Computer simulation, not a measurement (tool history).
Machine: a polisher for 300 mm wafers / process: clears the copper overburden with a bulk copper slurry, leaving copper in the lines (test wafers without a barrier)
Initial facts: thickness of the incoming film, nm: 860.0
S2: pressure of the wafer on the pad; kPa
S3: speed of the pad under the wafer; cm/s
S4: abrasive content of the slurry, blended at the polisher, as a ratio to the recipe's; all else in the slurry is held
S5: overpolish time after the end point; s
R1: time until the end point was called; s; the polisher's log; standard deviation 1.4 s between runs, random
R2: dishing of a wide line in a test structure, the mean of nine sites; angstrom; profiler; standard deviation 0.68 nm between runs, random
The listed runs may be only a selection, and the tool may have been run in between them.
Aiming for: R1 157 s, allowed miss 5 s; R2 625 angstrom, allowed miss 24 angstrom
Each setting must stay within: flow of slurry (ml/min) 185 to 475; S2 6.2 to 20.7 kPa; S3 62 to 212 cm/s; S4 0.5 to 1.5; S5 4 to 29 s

run 1 hour=0 | flow_of_slurry_(ml/min)=305 S2=13.1 S3=136 S4=1 S5=15 | R1=85.046 R2=680.23
run 2 hour=0.5 | flow_of_slurry_(ml/min)=305 S2=9.7 S3=136 S4=1 S5=15 | R1=113.37 R2=561.29
run 3 hour=9.2 | flow_of_slurry_(ml/min)=305 S2=9.7 S3=136 S4=0.9 S5=15 | R1=118.81 R2=548.22
run 4 hour=15.9 | flow_of_slurry_(ml/min)=305 S2=9.7 S3=136 S4=0.75 S5=15 | R1=122.03 R2=522.08
run 5 hour=17.3 | flow_of_slurry_(ml/min)=305 S2=9.7 S3=136 S4=0.65 S5=15 | R1=129.16 R2=512.49
run 6 hour=22 | flow_of_slurry_(ml/min)=305 S2=9 S3=134 S4=0.65 S5=17 | R1=139.62 R2=529.72
run 7 hour=28 | flow_of_slurry_(ml/min)=305 S2=9 S3=134 S4=0.65 S5=18 | R1=139.39 R2=540.1
run 8 hour=31.5 | flow_of_slurry_(ml/min)=300 S2=7.6 S3=130 S4=0.65 S5=25 | R1=168.54 R2=550.43
run 9 hour=38.4 | flow_of_slurry_(ml/min)=300 S2=7.6 S3=130 S4=0.65 S5=26 | R1=168.66 R2=572.72

Which single option among these 4 for the next run brings every result within its allowed miss of target? Just one does.
run A hour=45.3 | flow_of_slurry_(ml/min)=305 S2=12.4 S3=66 S4=0.85 S5=24 | R1=? R2=?
run B hour=45.3 | flow_of_slurry_(ml/min)=255 S2=8.3 S3=118 S4=0.65 S5=27 | R1=? R2=?
run C hour=45.3 | flow_of_slurry_(ml/min)=275 S2=10.3 S3=102 S4=0.7 S5=26 | R1=? R2=?
run D hour=45.3 | flow_of_slurry_(ml/min)=310 S2=6.9 S3=126 S4=0.75 S5=24 | R1=? R2=?

move=A R1=187.91 R2=553.14
move=B R1=174.89 R2=563.82
move=C R1=157.88 R2=610.96
move=D R1=183.89 R2=499.62
A: the biggest miss grows against the last run
B: the biggest miss grows against the last run
C: all results land within tolerance of their targets
D: the biggest miss grows against the last run
The move that meets every target is C.
